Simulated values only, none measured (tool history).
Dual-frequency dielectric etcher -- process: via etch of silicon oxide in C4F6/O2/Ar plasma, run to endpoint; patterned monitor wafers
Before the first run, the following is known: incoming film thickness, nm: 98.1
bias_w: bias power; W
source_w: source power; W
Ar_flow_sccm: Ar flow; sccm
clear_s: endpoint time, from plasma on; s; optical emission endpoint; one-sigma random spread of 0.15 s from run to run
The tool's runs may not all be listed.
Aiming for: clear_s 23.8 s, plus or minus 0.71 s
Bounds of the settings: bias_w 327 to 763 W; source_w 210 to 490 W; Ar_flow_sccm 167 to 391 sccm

run	hour	bias_w	source_w	Ar_flow_sccm	clear_s
1	0	545	350	279	20.474
2	7.9	513	340	281	21.102
3	10.8	438	340	281	22.431
4	17	426	340	282	22.635
5	18.9	426	390	282	21.83
6	27.7	408	380	284	22.464
7	31.4	396	380	285	22.779
8	33.9	387	380	286	23.143
9	39.5	382	380	286	23.106

Next run, 4 choices. One meets every target within its allowed miss, the rest don't. Which?
A	45.1	407	380	278	?
B	45.1	410	330	347	?
C	45.1	410	430	278	?
D	45.1	403	380	304	?

move	clear_s
A	22.358
B	23.458
C	21.551
D	22.566
A: its largest miss is bigger than the last run's
B: all results in spec
C: its largest miss is bigger than the last run's
D: its largest miss is bigger than the last run's
Answer: B
